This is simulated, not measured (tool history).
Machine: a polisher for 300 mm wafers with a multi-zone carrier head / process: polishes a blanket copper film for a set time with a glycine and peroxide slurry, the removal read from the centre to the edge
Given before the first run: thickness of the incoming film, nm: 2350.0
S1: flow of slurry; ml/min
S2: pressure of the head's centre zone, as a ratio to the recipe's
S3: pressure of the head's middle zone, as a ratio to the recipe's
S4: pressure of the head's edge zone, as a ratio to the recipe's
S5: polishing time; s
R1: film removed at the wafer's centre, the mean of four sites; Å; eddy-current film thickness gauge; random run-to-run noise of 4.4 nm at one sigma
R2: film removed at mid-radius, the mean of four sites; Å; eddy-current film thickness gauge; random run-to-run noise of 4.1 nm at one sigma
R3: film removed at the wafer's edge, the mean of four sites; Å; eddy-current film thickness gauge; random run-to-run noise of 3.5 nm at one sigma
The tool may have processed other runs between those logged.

run,hour,S1,S2,S3,S4,S5,R1,R2,R3
1,0,185,1,1,1,61,3647.6,3561.7,3675.8
2,7.3,185,1,1,0.94,61,3613.8,3508.6,3516.1
3,14.7,185,1,1,0.88,61,3591.6,3565.3,3445.4
4,20.2,190,0.99,1.01,0.95,66,3883,3943.9,3852.3
5,21.6,190,0.99,0.95,0.95,66,3857.4,3695.8,3878.5
6,23.7,200,0.99,0.96,1,69,4088.5,3941.4,4184
7,26.8,205,0.99,0.97,1.04,72,4261.6,4181,4409.6
8,28.2,205,0.99,0.97,1.07,75,4486.9,4308.5,4726.1

Run 9 has not been measured yet. What should we expect?
9,33.9,215,0.99,0.99,1.1,76,?,?,?

R1: 4659.8 Å
R2: 4542.4 Å
R3: 4923.2 Å

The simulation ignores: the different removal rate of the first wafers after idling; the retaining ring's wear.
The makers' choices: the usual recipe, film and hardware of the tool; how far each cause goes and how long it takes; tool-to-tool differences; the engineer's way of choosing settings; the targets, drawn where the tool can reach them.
